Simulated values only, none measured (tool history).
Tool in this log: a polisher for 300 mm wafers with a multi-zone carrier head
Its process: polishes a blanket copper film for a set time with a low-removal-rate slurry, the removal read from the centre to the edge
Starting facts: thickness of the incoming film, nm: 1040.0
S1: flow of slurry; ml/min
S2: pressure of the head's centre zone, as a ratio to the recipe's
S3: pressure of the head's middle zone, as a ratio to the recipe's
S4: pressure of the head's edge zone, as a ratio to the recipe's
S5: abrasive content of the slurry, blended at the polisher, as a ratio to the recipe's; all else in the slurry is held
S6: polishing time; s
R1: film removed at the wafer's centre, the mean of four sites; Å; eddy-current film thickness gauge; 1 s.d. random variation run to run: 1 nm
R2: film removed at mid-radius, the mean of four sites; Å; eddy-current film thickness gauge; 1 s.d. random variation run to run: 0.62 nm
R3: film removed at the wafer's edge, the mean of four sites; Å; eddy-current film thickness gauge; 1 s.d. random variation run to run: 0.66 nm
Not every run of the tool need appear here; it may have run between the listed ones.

run	day	S1	S2	S3	S4	S5	S6	R1	R2	R3
1	0	230	1	1	1	1	49	1087.6	1082.6	1089.6
2	0.2	270	1	1	1	1	49	1115.3	1122.3	1115.4
3	0.458	270	1	1	1.05	1	49	1088.8	1103.1	1117.4
4	0.792	240	1	1	1.05	1	49	1111.3	1089.4	1112.6
5	1.112	280	1	1	1.05	1	49	1133.7	1115	1136.7
6	1.396	280	1	1	1.05	1.2	49	1183.1	1165.6	1189.2

Expected results for the next run?
7	1.746	265	0.99	0.96	1.03	1.05	48	?	?	?

R1: 1102.2 Å
R2: 1051.2 Å
R3: 1098.1 Å
